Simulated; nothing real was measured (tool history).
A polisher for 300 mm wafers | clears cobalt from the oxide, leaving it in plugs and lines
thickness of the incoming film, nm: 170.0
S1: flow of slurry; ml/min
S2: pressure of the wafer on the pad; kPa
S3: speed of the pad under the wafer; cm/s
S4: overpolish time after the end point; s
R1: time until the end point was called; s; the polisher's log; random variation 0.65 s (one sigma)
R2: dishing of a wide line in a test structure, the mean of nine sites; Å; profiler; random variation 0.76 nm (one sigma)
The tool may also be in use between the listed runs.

{"run": 1, "day": 0.0, "S1": 120, "S2": 9.0, "S3": 78, "S4": 19, "R1": 67.112, "R2": 334.79}
{"run": 2, "day": 0.104, "S1": 120, "S2": 9.0, "S3": 92, "S4": 19, "R1": 55.064, "R2": 353.38}
{"run": 3, "day": 0.412, "S1": 120, "S2": 9.0, "S3": 92, "S4": 22, "R1": 56.463, "R2": 378.19}
{"run": 4, "day": 0.662, "S1": 120, "S2": 9.0, "S3": 92, "S4": 16, "R1": 56.072, "R2": 322.02}
{"run": 5, "day": 0.938, "S1": 120, "S2": 9.0, "S3": 92, "S4": 17, "R1": 56.429, "R2": 330.54}
{"run": 6, "day": 1.029, "S1": 120, "S2": 9.0, "S3": 92, "S4": 18, "R1": 55.801, "R2": 335.19}
{"run": 7, "day": 1.288, "S1": 120, "S2": 9.0, "S3": 92, "S4": 19, "R1": 57.715, "R2": 349.0}

Forecast run 8:
{"run": 8, "day": 1.346, "S1": 125, "S2": 10.3, "S3": 92, "S4": 21, "R1": "?", "R2": "?"}

{"run 8": {"R1": 49.357, "R2": 379.73}}
